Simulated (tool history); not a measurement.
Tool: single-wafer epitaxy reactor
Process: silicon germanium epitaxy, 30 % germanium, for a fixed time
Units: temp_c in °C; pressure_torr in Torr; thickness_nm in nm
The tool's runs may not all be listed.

run,hour,temp_c,pressure_torr,thickness_nm
1,0.0,595,16.4,53.139
2,7.4,595,17.5,54.260
3,14.7,599,17.6,59.159
4,21.2,602,17.7,63.325
5,22.2,602,16.7,62.163
6,26.8,604,16.7,64.489
7,30.6,605,16.7,65.695
8,38.2,606,16.7,67.044

Forecast run 9:
9,46.4,607,16.7,?

{"run 9": {"thickness_nm": 68.576}}
